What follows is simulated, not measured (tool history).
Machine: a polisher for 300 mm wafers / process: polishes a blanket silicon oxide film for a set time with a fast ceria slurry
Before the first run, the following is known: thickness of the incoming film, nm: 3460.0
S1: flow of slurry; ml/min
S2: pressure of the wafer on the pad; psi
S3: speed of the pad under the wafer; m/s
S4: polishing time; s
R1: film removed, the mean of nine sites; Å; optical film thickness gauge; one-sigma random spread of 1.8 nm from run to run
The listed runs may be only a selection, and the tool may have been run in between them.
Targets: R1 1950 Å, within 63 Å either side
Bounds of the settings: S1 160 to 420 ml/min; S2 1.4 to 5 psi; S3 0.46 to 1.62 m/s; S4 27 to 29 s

run,hour,S1,S2,S3,S4,R1
1,0,270,3.2,1.04,29,4909.5
2,2.3,270,2.6,0.92,29,3641.3
3,4.9,270,2.2,0.84,29,2899.2
4,9.3,240,2.2,0.84,29,2844.4
5,14.1,230,1.9,0.82,29,2487.2
6,16.4,230,2.6,0.82,29,3219.6
7,21.6,225,2.2,0.8,29,2684.1
8,23.3,215,1.9,0.8,29,2379.6
9,27.6,215,1.9,0.8,29,2402.5
10,30.1,205,1.7,0.8,29,2228.9
11,34.3,200,1.6,0.8,29,2066.8
12,42.2,190,1.6,0.8,29,2036.1
13,47.6,190,1.6,0.8,29,2043.2
14,55.9,190,1.4,0.8,29,1845.8
15,60.7,200,1.4,0.8,29,1849.7
16,67.6,205,1.4,0.8,29,1887.8
17,72.2,210,1.4,0.8,29,1840

Of the 5 settings listed for the next run, only one would bring every result within its allowed miss of target. Which one?
A,76.8,210,1.4,0.72,28,?
B,76.8,230,1.4,0.84,27,?
C,76.8,200,1.4,0.8,28,?
D,76.8,170,1.4,0.92,27,?
E,76.8,175,1.4,0.74,29,?

move,R1
A,1642.9
B,1857.5
C,1806.1
D,1946.4
E,1703
A: further off than the last run
B: gains on the last run, yet a result remains outside its allowed miss
C: further off than the last run
D: in spec on every target
E: further off than the last run
D meets every target.
